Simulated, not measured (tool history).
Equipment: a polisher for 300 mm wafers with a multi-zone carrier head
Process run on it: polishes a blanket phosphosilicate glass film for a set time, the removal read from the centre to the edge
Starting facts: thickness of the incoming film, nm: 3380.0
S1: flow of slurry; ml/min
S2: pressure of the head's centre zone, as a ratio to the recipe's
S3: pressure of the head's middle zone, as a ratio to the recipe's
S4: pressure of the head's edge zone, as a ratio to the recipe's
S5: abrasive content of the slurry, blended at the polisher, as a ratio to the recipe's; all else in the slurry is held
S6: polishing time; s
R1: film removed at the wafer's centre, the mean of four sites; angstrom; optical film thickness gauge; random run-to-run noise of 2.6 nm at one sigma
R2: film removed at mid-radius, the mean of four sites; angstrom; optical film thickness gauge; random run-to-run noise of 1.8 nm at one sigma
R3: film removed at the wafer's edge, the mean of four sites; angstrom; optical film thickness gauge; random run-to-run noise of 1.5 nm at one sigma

run 1 hour=0.0 | S1=305 S2=1.00 S3=1.00 S4=1.00 S5=1.00 S6=33 | R1=4264.1 R2=4294.7 R3=4288.2
run 2 hour=0.8 | S1=345 S2=1.00 S3=1.00 S4=1.00 S5=1.00 S6=33 | R1=4355.6 R2=4341.0 R3=4341.8
run 3 hour=4.6 | S1=340 S2=1.00 S3=1.00 S4=0.97 S5=0.95 S6=32 | R1=4221.8 R2=4138.7 R3=4038.7
run 4 hour=10.4 | S1=335 S2=0.98 S3=1.00 S4=0.95 S5=0.90 S6=31 | R1=3837.9 R2=3924.4 R3=3776.5
run 5 hour=16.2 | S1=335 S2=0.98 S3=1.00 S4=0.93 S5=0.85 S6=30 | R1=3636.8 R2=3674.9 R3=3520.9
run 6 hour=24.7 | S1=335 S2=0.98 S3=1.00 S4=0.91 S5=0.80 S6=29 | R1=3406.0 R2=3467.1 R3=3259.8
run 7 hour=33.1 | S1=330 S2=0.98 S3=1.00 S4=0.90 S5=0.75 S6=29 | R1=3327.4 R2=3333.6 R3=3130.0
run 8 hour=41.4 | S1=320 S2=0.98 S3=1.00 S4=0.89 S5=0.70 S6=29 | R1=3154.5 R2=3210.7 R3=3009.9
run 9 hour=43.2 | S1=310 S2=0.98 S3=1.00 S4=0.88 S5=0.65 S6=29 | R1=3060.9 R2=3114.7 R3=2867.1
run 10 hour=44.6 | S1=295 S2=0.98 S3=1.00 S4=0.87 S5=0.65 S6=29 | R1=3035.0 R2=3020.4 R3=2853.9

Run 11, settings as shown, results not yet in. Your forecast:
run 11 hour=52.7 | S1=285 S2=0.98 S3=1.01 S4=0.86 S5=0.65 S6=29 | R1=? R2=? R3=?

Run 11 measured R1 3016.5 angstrom, R2 3089.3 angstrom, R3 2820.3 angstrom.
